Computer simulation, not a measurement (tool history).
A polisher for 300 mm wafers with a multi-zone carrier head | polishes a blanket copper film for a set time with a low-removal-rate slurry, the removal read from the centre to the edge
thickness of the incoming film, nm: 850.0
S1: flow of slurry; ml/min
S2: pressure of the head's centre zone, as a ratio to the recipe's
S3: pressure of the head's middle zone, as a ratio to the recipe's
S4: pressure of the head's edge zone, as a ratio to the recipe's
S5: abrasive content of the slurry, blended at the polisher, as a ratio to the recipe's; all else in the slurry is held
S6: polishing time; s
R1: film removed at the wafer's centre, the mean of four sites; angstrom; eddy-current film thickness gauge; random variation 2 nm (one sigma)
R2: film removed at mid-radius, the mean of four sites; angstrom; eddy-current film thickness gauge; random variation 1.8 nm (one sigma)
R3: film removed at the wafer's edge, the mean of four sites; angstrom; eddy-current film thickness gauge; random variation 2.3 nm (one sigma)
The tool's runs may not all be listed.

| run | hour | S1 | S2 | S3 | S4 | S5 | S6 | R1 | R2 | R3 |
|---|---|---|---|---|---|---|---|---|---|---|
| 1 | 0 | 175 | 1 | 1 | 1 | 1 | 47 | 1822 | 1892.2 | 1798.4 |
| 2 | 6.8 | 175 | 1 | 1 | 1.05 | 1 | 47 | 1778.8 | 1834.1 | 1772 |
| 3 | 9 | 175 | 1.03 | 0.97 | 1.06 | 1 | 47 | 1831.6 | 1798.5 | 1769 |
| 4 | 15.7 | 175 | 1.03 | 0.97 | 1.06 | 0.8 | 47 | 1696.6 | 1670.7 | 1694.1 |
|  | 19 | worn pad replaced by a new one |
| 5 | 19 | 175 | 1.03 | 0.97 | 1 | 0.8 | 47 | 1842 | 1800.5 | 1771.9 |
| 6 | 20.4 | 175 | 1.07 | 0.97 | 1 | 0.8 | 47 | 1895.5 | 1815.6 | 1777 |
| 7 | 22 | 175 | 1.07 | 0.97 | 1 | 0.8 | 47 | 1944.7 | 1860.4 | 1771.7 |
| 8 | 23.5 | 135 | 1.1 | 0.87 | 1.02 | 0.75 | 47 | 1808 | 1549.5 | 1707.9 |

Run 9 comes next. What will it give?
| 9 | 25 | 140 | 1.11 | 0.87 | 1.02 | 0.75 | 47 | ? | ? | ? |

Run 9 gave R1 1841.2 angstrom, R2 1590.8 angstrom, R3 1723.8 angstrom.
